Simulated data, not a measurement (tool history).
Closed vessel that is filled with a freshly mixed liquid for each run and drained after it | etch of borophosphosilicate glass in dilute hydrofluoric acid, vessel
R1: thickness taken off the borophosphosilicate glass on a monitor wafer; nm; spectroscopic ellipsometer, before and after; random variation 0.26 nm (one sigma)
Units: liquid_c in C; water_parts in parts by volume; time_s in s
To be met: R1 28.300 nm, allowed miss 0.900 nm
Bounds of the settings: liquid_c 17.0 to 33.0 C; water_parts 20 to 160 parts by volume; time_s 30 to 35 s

Run 1, hour 0.0: liquid_c 25.0 C, water_parts 90 parts by volume, time_s 35 s. Result: R1 15.697 nm.
Run 2, hour 5.7: liquid_c 25.0 C, water_parts 120 parts by volume, time_s 35 s. Result: R1 11.253 nm.
Run 3, hour 9.7: liquid_c 22.0 C, water_parts 120 parts by volume, time_s 35 s. Result: R1 10.142 nm.
Run 4, hour 16.6: liquid_c 22.0 C, water_parts 90 parts by volume, time_s 35 s. Result: R1 13.933 nm.
Run 5, hour 24.8: liquid_c 22.0 C, water_parts 90 parts by volume, time_s 30 s. Result: R1 11.843 nm.
Run 6, hour 28.6: liquid_c 22.0 C, water_parts 90 parts by volume, time_s 35 s. Result: R1 13.908 nm.
Run 7, hour 31.9: liquid_c 25.0 C, water_parts 80 parts by volume, time_s 35 s. Result: R1 18.009 nm.
Run 8, hour 35.4: liquid_c 27.5 C, water_parts 80 parts by volume, time_s 35 s. Result: R1 19.933 nm.
Run 9, hour 40.0: liquid_c 29.0 C, water_parts 75 parts by volume, time_s 35 s. Result: R1 22.741 nm.
Run 10, hour 45.2: liquid_c 30.0 C, water_parts 75 parts by volume, time_s 35 s. Result: R1 23.500 nm.
Run 11, hour 49.5: liquid_c 31.0 C, water_parts 75 parts by volume, time_s 35 s. Result: R1 24.240 nm.
Run 12, hour 52.7: liquid_c 31.5 C, water_parts 75 parts by volume, time_s 35 s. Result: R1 24.756 nm.
Run 13, hour 61.6: liquid_c 32.0 C, water_parts 75 parts by volume, time_s 35 s. Result: R1 25.495 nm.
Run 14, hour 69.8: liquid_c 32.5 C, water_parts 75 parts by volume, time_s 35 s. Result: R1 25.695 nm.
Run 15, hour 75.2: liquid_c 32.5 C, water_parts 75 parts by volume, time_s 35 s. Result: R1 25.746 nm.

5 next moves are on the table. One of them brings every result within its allowed miss. Which?
Run A, hour 80.6: liquid_c 33.0 C, water_parts 70 parts by volume, time_s 30 s. Result: R1 ?.
Run B, hour 80.6: liquid_c 33.0 C, water_parts 65 parts by volume, time_s 30 s. Result: R1 ?.
Run C, hour 80.6: liquid_c 33.0 C, water_parts 75 parts by volume, time_s 35 s. Result: R1 ?.
Run D, hour 80.6: liquid_c 32.5 C, water_parts 60 parts by volume, time_s 30 s. Result: R1 ?.
Run E, hour 80.6: liquid_c 33.0 C, water_parts 65 parts by volume, time_s 35 s. Result: R1 ?.

move      R1
   A  24.034
   B  26.085
   C  25.970
   D  27.941
   E  30.433
A: further off than the last run
B: nearer than the last run, and not there yet
C: nearer than the last run, and not there yet
D: meets every target
E: takes the result that was furthest off past its target
Move D is the one to make.
